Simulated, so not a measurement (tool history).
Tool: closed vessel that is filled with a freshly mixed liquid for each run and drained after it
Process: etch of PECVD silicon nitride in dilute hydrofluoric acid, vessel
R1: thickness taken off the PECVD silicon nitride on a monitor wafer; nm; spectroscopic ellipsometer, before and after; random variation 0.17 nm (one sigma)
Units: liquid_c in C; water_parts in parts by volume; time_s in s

{"run": 1, "hour": 0.0, "liquid_c": 22.0, "water_parts": 90, "time_s": 575, "R1": 33.511}
{"run": 2, "hour": 1.5, "liquid_c": 22.0, "water_parts": 90, "time_s": 575, "R1": 33.336}
{"run": 3, "hour": 10.0, "liquid_c": 22.5, "water_parts": 90, "time_s": 575, "R1": 34.359}
{"run": 4, "hour": 19.4, "liquid_c": 22.5, "water_parts": 70, "time_s": 575, "R1": 44.107}
{"run": 5, "hour": 25.7, "liquid_c": 22.0, "water_parts": 70, "time_s": 575, "R1": 42.714}
{"run": 6, "hour": 29.9, "liquid_c": 21.5, "water_parts": 70, "time_s": 575, "R1": 41.27}
{"run": 7, "hour": 35.6, "liquid_c": 21.0, "water_parts": 70, "time_s": 575, "R1": 40.071}

Forecast run 8:
{"run": 8, "hour": 40.9, "liquid_c": 19.5, "water_parts": 70, "time_s": 575, "R1": "?"}

{"run 8": {"R1": 35.773}}
